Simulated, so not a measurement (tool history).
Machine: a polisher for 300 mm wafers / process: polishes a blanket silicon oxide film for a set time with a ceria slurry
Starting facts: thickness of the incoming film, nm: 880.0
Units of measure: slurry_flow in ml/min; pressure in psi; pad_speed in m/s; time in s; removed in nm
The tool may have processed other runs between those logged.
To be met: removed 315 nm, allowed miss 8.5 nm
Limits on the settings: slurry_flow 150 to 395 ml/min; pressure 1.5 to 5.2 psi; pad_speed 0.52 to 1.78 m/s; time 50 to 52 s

Run 1, day 0: slurry_flow 250 ml/min, pressure 3.3 psi, pad_speed 1.14 m/s, time 50 s. Result: removed 258.83 nm.
Run 2, day 0.304: slurry_flow 250 ml/min, pressure 3.4 psi, pad_speed 1.14 m/s, time 50 s. Result: removed 269.89 nm.
Run 3, day 0.646: slurry_flow 190 ml/min, pressure 3.4 psi, pad_speed 1.14 m/s, time 50 s. Result: removed 260.56 nm.
Run 4, day 0.946: slurry_flow 190 ml/min, pressure 3.4 psi, pad_speed 1.14 m/s, time 50 s. Result: removed 262.12 nm.
Run 5, day 1.075: slurry_flow 245 ml/min, pressure 3.4 psi, pad_speed 1.14 m/s, time 50 s. Result: removed 266.95 nm.
Run 6, day 1.325: slurry_flow 245 ml/min, pressure 3.5 psi, pad_speed 1.14 m/s, time 50 s. Result: removed 270.67 nm.
Run 7, day 1.5: slurry_flow 245 ml/min, pressure 3.6 psi, pad_speed 1.14 m/s, time 50 s. Result: removed 276.98 nm.
Run 8, day 1.712: slurry_flow 245 ml/min, pressure 3.7 psi, pad_speed 1.14 m/s, time 50 s. Result: removed 278.25 nm.
Run 9, day 1.996: slurry_flow 245 ml/min, pressure 3.8 psi, pad_speed 1.14 m/s, time 50 s. Result: removed 289.16 nm.
Run 10, day 2.25: slurry_flow 245 ml/min, pressure 4 psi, pad_speed 1.14 m/s, time 50 s. Result: removed 296.31 nm.

Consider the 4 candidate settings below. Which is the only one whose results all fall within their allowed miss of target?
Run A, day 2.504: slurry_flow 285 ml/min, pressure 4.5 psi, pad_speed 1.14 m/s, time 52 s. Result: removed ?.
Run B, day 2.504: slurry_flow 300 ml/min, pressure 4.2 psi, pad_speed 1.1 m/s, time 50 s. Result: removed ?.
Run C, day 2.504: slurry_flow 270 ml/min, pressure 4.1 psi, pad_speed 1.18 m/s, time 52 s. Result: removed ?.
Run D, day 2.504: slurry_flow 185 ml/min, pressure 4.9 psi, pad_speed 1.02 m/s, time 52 s. Result: removed ?.

move  removed
   A   336.92
   B   299.39
   C   325.36
   D   310.59
A: pushes the last run's worst result past its target
B: moves toward the targets from the last run without getting all of them in spec
C: pushes the last run's worst result past its target
D: all results in spec
The right move is D.
